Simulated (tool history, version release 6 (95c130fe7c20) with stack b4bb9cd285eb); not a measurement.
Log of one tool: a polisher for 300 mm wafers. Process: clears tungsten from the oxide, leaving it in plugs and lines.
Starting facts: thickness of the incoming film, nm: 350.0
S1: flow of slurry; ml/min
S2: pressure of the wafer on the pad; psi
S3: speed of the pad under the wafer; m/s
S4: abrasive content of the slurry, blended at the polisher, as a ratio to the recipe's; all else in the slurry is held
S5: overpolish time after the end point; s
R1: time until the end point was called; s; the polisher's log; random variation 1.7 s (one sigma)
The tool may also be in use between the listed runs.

| run | hour | S1 | S2 | S3 | S4 | S5 | R1 |
|---|---|---|---|---|---|---|---|
| 1 | 0.0 | 255 | 2.7 | 1.32 | 1.00 | 13 | 91.332 |
| 2 | 6.7 | 255 | 2.7 | 1.32 | 1.15 | 13 | 89.692 |
| 3 | 13.1 | 255 | 2.4 | 1.30 | 1.15 | 13 | 100.320 |
| 4 | 20.1 | 255 | 2.2 | 1.28 | 1.15 | 13 | 112.050 |
| 5 | 22.6 | 300 | 2.2 | 1.28 | 1.15 | 13 | 107.470 |
| 6 | 26.1 | 300 | 2.8 | 1.28 | 1.15 | 13 | 87.050 |
| 7 | 34.1 | 300 | 2.5 | 1.26 | 1.15 | 13 | 99.409 |
| 8 | 35.1 | 300 | 2.3 | 1.26 | 1.15 | 13 | 107.190 |
| 9 | 41.7 | 300 | 2.1 | 1.26 | 1.15 | 13 | 115.840 |
| 10 | 45.4 | 300 | 2.0 | 1.26 | 1.15 | 13 | 118.960 |

Run 11 has not been measured yet. What should we expect?
| 11 | 48.1 | 300 | 1.9 | 1.26 | 1.15 | 13 | ? |

R1: 126.930 s
